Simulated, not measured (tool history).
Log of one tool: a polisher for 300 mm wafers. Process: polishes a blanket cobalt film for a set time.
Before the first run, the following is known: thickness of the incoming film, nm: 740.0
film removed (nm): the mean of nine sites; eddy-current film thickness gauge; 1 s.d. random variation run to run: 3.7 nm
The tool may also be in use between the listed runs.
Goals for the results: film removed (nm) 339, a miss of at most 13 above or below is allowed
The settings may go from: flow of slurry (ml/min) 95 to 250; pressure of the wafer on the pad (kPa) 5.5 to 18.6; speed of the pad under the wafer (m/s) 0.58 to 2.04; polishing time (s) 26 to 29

run,hour,flow of slurry (ml/min),pressure of the wafer on the pad (kPa),speed of the pad under the wafer (m/s),polishing time (s),film removed (nm)
1,0,160,11.7,1.3,29,192.32
2,6.1,165,13.8,1.32,29,230.62
3,13,165,16.5,1.32,29,271.18
4,19.9,165,14.5,1.32,29,243.47
5,28.6,165,15.2,1.32,29,253.15
6,37,165,15.2,1.32,29,249.17
7,41.9,170,16.5,1.34,29,280.73
8,47.9,175,17.2,1.36,29,296.37
9,53.9,175,17.9,1.38,29,316.59

Which single option among these 5 for the next run brings every result within its allowed miss of target? Just one does.
A,59.9,155,15.9,1.42,29,?
B,59.9,190,17.9,1.4,27,?
C,59.9,170,18.6,1.44,29,?
D,59.9,195,18.6,1.58,29,?
E,59.9,140,18.6,1.66,29,?

move,film removed (nm)
A,282.85
B,300.89
C,339.77
D,378.47
E,379.63
A: its largest miss is bigger than the last run's
B: its largest miss is bigger than the last run's
C: each result inside its tolerance
D: the result that was furthest off in the last run now lies on the other side of its target
E: the result that was furthest off in the last run now lies on the other side of its target
So the answer is move C, the one that meets all the targets.
